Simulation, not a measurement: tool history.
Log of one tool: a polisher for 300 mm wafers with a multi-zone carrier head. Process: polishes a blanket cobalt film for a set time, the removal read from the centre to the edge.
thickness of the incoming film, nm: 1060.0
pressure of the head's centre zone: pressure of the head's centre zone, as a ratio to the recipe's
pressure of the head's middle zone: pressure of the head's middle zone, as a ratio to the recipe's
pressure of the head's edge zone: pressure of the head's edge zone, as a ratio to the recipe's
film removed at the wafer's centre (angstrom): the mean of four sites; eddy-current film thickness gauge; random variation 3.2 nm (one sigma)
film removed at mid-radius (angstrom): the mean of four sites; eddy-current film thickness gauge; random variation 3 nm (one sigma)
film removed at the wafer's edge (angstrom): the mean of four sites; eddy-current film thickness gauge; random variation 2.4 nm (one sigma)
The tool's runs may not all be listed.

run,day,flow of slurry (ml/min),pressure of the head's centre zone,pressure of the head's middle zone,pressure of the head's edge zone,polishing time (s),film removed at the wafer's centre (angstrom),film removed at mid-radius (angstrom),film removed at the wafer's edge (angstrom)
1,0.000,165,1.00,1.00,1.00,54,2876.6,2922.6,2940.5
2,0.338,155,1.01,0.97,0.97,53,2811.9,2726.0,2770.6
3,0.658,155,1.01,0.97,0.91,53,2767.3,2680.2,2676.0
4,0.767,155,1.01,0.97,0.86,53,2784.2,2681.6,2633.4
5,0.921,155,1.01,0.97,0.81,53,2759.7,2671.2,2522.1
6,0.979,155,1.01,0.97,0.81,59,3100.9,3059.2,2866.7
7,1.071,150,1.00,0.94,0.81,58,2974.3,2863.3,2729.0

Forecast run 8:
# day 1.233: slurry nozzle cleaned
8,1.233,140,0.99,0.91,0.83,58,?,?,?

Run 8 gave film removed at the wafer's centre (angstrom) 3190.5, film removed at mid-radius (angstrom) 2939.5, film removed at the wafer's edge (angstrom) 2965.2.
